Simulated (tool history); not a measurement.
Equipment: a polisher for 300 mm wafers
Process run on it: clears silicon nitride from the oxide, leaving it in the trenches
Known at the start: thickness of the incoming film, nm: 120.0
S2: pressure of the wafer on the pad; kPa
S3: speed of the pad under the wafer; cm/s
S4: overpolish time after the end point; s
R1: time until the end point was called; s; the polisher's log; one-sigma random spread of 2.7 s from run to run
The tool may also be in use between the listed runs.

Run 1, hour 0: flow of slurry (ml/min) 275, S2 16.5 kPa, S3 98 cm/s, S4 38 s. Result: R1 174.6 s.
Run 2, hour 7.7: flow of slurry (ml/min) 275, S2 18.6 kPa, S3 98 cm/s, S4 38 s. Result: R1 161.73 s.
Run 3, hour 15.1: flow of slurry (ml/min) 275, S2 17.9 kPa, S3 98 cm/s, S4 38 s. Result: R1 164.91 s.
Run 4, hour 21.7: flow of slurry (ml/min) 275, S2 17.2 kPa, S3 98 cm/s, S4 38 s. Result: R1 168.71 s.
Run 5, hour 27.8: flow of slurry (ml/min) 275, S2 19.3 kPa, S3 98 cm/s, S4 38 s. Result: R1 158.86 s.
At hour 30.4: worn pad replaced by a new one.
Run 6, hour 30.4: flow of slurry (ml/min) 220, S2 19.3 kPa, S3 98 cm/s, S4 38 s. Result: R1 141.3 s.
Run 7, hour 32.3: flow of slurry (ml/min) 240, S2 19.3 kPa, S3 98 cm/s, S4 38 s. Result: R1 142.84 s.
Run 8, hour 33: flow of slurry (ml/min) 255, S2 19.3 kPa, S3 98 cm/s, S4 38 s. Result: R1 141.4 s.
Run 9, hour 35.2: flow of slurry (ml/min) 270, S2 18.6 kPa, S3 98 cm/s, S4 38 s. Result: R1 143.38 s.

Estimate the outcome of run 10 from the log above:
Run 10, hour 40.9: flow of slurry (ml/min) 270, S2 17.9 kPa, S3 98 cm/s, S4 38 s. Result: R1 ?.

R1: 145.36 s
